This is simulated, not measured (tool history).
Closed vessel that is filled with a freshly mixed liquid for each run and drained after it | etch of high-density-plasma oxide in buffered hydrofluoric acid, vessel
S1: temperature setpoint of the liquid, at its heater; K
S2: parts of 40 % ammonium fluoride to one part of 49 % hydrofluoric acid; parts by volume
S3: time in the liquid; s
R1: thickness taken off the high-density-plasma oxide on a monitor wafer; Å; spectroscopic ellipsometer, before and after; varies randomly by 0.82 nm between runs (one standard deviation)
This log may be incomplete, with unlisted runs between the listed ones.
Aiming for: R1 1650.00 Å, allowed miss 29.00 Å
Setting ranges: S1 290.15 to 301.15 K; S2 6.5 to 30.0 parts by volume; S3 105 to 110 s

run 1 hour=0.0 | S1=293.15 S2=19.5 S3=105 | R1=793.21
run 2 hour=6.5 | S1=293.15 S2=19.5 S3=105 | R1=795.21
run 3 hour=10.5 | S1=294.15 S2=18.5 S3=105 | R1=877.88
run 4 hour=15.2 | S1=295.15 S2=17.5 S3=105 | R1=980.37
-- hour=20.2 hydrofluoric acid flow meter replaced
run 5 hour=20.2 | S1=296.15 S2=17.0 S3=105 | R1=1011.20
run 6 hour=25.0 | S1=296.15 S2=17.0 S3=110 | R1=1054.70
run 7 hour=28.0 | S1=296.65 S2=16.0 S3=110 | R1=1148.40
run 8 hour=33.2 | S1=296.65 S2=16.0 S3=110 | R1=1155.80
run 9 hour=40.3 | S1=300.65 S2=13.0 S3=110 | R1=1746.30
run 10 hour=44.0 | S1=300.15 S2=13.0 S3=110 | R1=1717.00

5 candidate next runs follow, results not yet known. Just one meets every target within its allowed miss. Identify it.
run A hour=47.7 | S1=296.65 S2=10.5 S3=110 | R1=?
run B hour=47.7 | S1=300.65 S2=12.5 S3=105 | R1=?
run C hour=47.7 | S1=299.65 S2=12.5 S3=105 | R1=?
run D hour=47.7 | S1=301.15 S2=13.0 S3=110 | R1=?
run E hour=47.7 | S1=300.15 S2=11.5 S3=105 | R1=?

move=A R1=1754.20
move=B R1=1753.30
move=C R1=1661.90
move=D R1=1815.30
move=E R1=1851.80
A: misses by more than the last run did
B: misses by more than the last run did
C: each result inside its tolerance
D: misses by more than the last run did
E: misses by more than the last run did
Correct choice: C, which meets every target

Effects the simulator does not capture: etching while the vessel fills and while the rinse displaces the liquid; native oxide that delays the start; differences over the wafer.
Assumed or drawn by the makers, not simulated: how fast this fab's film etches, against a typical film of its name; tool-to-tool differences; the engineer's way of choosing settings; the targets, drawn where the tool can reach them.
